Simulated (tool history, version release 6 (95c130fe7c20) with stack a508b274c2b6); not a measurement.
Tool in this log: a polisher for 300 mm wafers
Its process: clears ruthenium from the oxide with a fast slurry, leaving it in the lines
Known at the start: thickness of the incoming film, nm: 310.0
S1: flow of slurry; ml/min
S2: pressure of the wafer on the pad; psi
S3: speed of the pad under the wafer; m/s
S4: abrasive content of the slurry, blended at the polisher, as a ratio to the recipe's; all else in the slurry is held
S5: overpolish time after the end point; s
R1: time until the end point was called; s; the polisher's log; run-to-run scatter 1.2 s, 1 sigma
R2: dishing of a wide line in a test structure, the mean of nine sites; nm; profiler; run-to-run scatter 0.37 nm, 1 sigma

{"run": 1, "hour": 0.0, "S1": 190, "S2": 3.1, "S3": 1.24, "S4": 1, "S5": 9, "R1": 45.55, "R2": 47.858}
{"run": 2, "hour": 5.8, "S1": 190, "S2": 2.9, "S3": 1.24, "S4": 1, "S5": 8, "R1": 48.314, "R2": 42.712}
{"run": 3, "hour": 7.6, "S1": 225, "S2": 2.9, "S3": 1.24, "S4": 1, "S5": 8, "R1": 46.792, "R2": 42.335}
{"run": 4, "hour": 16.0, "S1": 230, "S2": 2.7, "S3": 1.22, "S4": 1, "S5": 7, "R1": 50.842, "R2": 35.677}
{"run": 5, "hour": 18.8, "S1": 230, "S2": 2.6, "S3": 1.22, "S4": 1, "S5": 6, "R1": 53.932, "R2": 30.361}
{"run": 6, "hour": 24.3, "S1": 230, "S2": 2.6, "S3": 1.22, "S4": 1, "S5": 4, "R1": 52.446, "R2": 21.719}
{"run": 7, "hour": 26.8, "S1": 230, "S2": 2.5, "S3": 1.22, "S4": 1, "S5": 4, "R1": 55.495, "R2": 20.585}

Run 8 is up next; what results do you expect?
{"run": 8, "hour": 31.8, "S1": 230, "S2": 2.3, "S3": 1.22, "S4": 1, "S5": 6, "R1": "?", "R2": "?"}

{"run 8": {"R1": 56.553, "R2": 28.269}}
